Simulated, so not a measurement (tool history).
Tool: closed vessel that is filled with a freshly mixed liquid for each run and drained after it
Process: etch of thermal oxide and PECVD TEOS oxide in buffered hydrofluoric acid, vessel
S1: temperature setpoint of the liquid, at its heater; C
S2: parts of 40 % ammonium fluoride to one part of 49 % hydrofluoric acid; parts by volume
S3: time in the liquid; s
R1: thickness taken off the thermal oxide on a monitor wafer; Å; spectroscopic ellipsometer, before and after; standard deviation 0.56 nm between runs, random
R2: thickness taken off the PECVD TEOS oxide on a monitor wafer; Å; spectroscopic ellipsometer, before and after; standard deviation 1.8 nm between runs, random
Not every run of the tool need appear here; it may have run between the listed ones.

run	hour	S1	S2	S3	R1	R2
1	0.0	20	13.0	80	620.20	1648.1
2	2.2	21	13.0	80	649.69	1751.9
3	6.4	21	13.0	110	894.59	2396.2
4	12.2	20	13.0	110	859.25	2277.7
5	15.3	20	11.5	110	962.10	2562.3
6	22.9	19	12.0	110	873.61	2356.6

For run 7, what comes out?
7	27.8	19	12.0	110	?	?

R1: 870.27 Å
R2: 2360.5 Å
